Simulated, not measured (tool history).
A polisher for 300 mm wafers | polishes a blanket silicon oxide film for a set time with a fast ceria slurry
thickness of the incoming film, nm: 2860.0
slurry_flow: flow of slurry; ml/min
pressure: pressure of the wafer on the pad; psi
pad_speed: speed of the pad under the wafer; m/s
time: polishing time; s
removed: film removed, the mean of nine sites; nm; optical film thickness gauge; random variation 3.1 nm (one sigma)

run,hour,slurry_flow,pressure,pad_speed,time,removed
1,0,285,2.9,1.24,25,429.67
2,5.7,235,2.9,1.24,25,426.87
3,13.2,235,2.8,1.24,25,412.76
4,18.9,235,2.7,1.24,25,401.95
5,27.3,235,2.7,1.04,25,327.78
6,31.4,235,2.6,1.04,25,322.19
7,32,235,2.5,1.04,25,304.47

Forecast run 8:
8,34.3,235,2,1.02,25,?

removed: 243.42 nm
